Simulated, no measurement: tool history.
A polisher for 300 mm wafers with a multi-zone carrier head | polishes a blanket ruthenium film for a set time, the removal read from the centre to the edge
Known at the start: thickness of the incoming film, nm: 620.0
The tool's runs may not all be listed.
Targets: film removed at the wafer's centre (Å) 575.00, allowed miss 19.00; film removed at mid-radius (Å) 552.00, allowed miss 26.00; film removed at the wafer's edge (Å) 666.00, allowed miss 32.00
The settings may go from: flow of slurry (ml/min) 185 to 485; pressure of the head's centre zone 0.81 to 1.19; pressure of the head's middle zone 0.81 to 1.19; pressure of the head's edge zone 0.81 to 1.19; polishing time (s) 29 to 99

run	hour	flow of slurry (ml/min)	pressure of the head's centre zone	pressure of the head's middle zone	pressure of the head's edge zone	polishing time (s)	film removed at the wafer's centre (Å)	film removed at mid-radius (Å)	film removed at the wafer's edge (Å)
1	0.0	310	1.00	1.00	1.00	64	868.01	865.11	906.17
2	4.1	240	1.00	1.00	1.00	64	837.75	862.48	864.87
3	7.7	240	1.00	1.00	1.00	55	728.12	725.56	750.07
4	11.1	300	1.00	1.00	1.00	55	738.02	744.83	752.86
5	13.1	295	0.97	0.96	1.01	53	692.52	689.00	719.69
6	22.0	295	1.05	0.96	1.01	53	752.24	698.04	743.88
7	26.2	295	1.01	0.93	1.04	52	712.97	664.70	743.49
8	29.1	290	0.98	0.90	1.04	51	674.26	630.46	722.02
9	32.2	285	0.95	0.88	1.04	50	629.84	614.89	710.46
10	33.1	285	0.95	0.87	1.04	49	637.85	592.27	691.57
11	41.0	280	0.93	0.86	1.04	49	612.16	586.86	695.25
12	50.0	280	0.92	0.85	1.03	49	606.94	575.80	707.54

4 next moves are on the table. One of them brings every result within its allowed miss. Which?
A	59.0	290	0.88	0.81	0.95	49	?	?	?
B	59.0	285	0.86	0.85	1.04	47	?	?	?
C	59.0	440	0.88	0.94	1.02	47	?	?	?
D	59.0	285	1.10	0.84	1.06	41	?	?	?

move	film removed at the wafer's centre (Å)	film removed at mid-radius (Å)	film removed at the wafer's edge (Å)
A	581.65	541.48	662.63
B	544.43	539.50	660.73
C	576.77	604.76	669.86
D	608.61	465.48	581.52
A: meets every target
B: takes the result that was furthest off past its target
C: brings the result that was furthest off to its target, and leaves another outside
D: further off than the last run
Answer: A
